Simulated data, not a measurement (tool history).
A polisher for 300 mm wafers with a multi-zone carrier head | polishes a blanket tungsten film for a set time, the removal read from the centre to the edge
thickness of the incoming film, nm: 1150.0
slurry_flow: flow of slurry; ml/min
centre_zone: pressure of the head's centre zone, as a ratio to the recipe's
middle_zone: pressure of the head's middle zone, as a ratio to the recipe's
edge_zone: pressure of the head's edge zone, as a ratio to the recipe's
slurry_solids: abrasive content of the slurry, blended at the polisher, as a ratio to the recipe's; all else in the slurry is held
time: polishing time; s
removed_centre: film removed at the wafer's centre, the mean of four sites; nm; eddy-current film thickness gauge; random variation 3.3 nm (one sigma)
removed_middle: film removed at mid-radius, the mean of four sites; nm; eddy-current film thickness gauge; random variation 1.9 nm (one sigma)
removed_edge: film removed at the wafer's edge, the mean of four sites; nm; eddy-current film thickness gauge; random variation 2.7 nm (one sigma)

{"run": 1, "day": 0.0, "slurry_flow": 235, "centre_zone": 1.0, "middle_zone": 1.0, "edge_zone": 1.0, "slurry_solids": 1.0, "time": 73, "removed_centre": 342.21, "removed_middle": 351.75, "removed_edge": 344.57}
{"run": 2, "day": 0.092, "slurry_flow": 260, "centre_zone": 1.0, "middle_zone": 1.0, "edge_zone": 1.0, "slurry_solids": 1.0, "time": 73, "removed_centre": 353.71, "removed_middle": 345.58, "removed_edge": 350.95}
{"run": 3, "day": 0.417, "slurry_flow": 235, "centre_zone": 1.01, "middle_zone": 0.99, "edge_zone": 0.95, "slurry_solids": 0.85, "time": 66, "removed_centre": 294.84, "removed_middle": 300.3, "removed_edge": 293.78}
{"run": 4, "day": 0.792, "slurry_flow": 235, "centre_zone": 1.07, "middle_zone": 0.99, "edge_zone": 0.95, "slurry_solids": 0.85, "time": 66, "removed_centre": 313.66, "removed_middle": 301.17, "removed_edge": 293.49}
{"run": 5, "day": 0.912, "slurry_flow": 220, "centre_zone": 1.07, "middle_zone": 0.99, "edge_zone": 0.91, "slurry_solids": 0.75, "time": 62, "removed_centre": 286.79, "removed_middle": 271.27, "removed_edge": 258.63}
{"run": 6, "day": 1.179, "slurry_flow": 210, "centre_zone": 1.04, "middle_zone": 0.99, "edge_zone": 0.88, "slurry_solids": 0.65, "time": 60, "removed_centre": 258.82, "removed_middle": 247.55, "removed_edge": 235.17}
{"run": 7, "day": 1.508, "slurry_flow": 200, "centre_zone": 1.02, "middle_zone": 1.0, "edge_zone": 0.86, "slurry_solids": 0.6, "time": 60, "removed_centre": 236.34, "removed_middle": 243.31, "removed_edge": 230.86}

Forecast run 8:
{"run": 8, "day": 1.567, "slurry_flow": 200, "centre_zone": 1.03, "middle_zone": 1.01, "edge_zone": 0.84, "slurry_solids": 0.55, "time": 59, "removed_centre": "?", "removed_middle": "?", "removed_edge": "?"}

removed_centre: 230.59 nm
removed_middle: 239.25 nm
removed_edge: 215.55 nm

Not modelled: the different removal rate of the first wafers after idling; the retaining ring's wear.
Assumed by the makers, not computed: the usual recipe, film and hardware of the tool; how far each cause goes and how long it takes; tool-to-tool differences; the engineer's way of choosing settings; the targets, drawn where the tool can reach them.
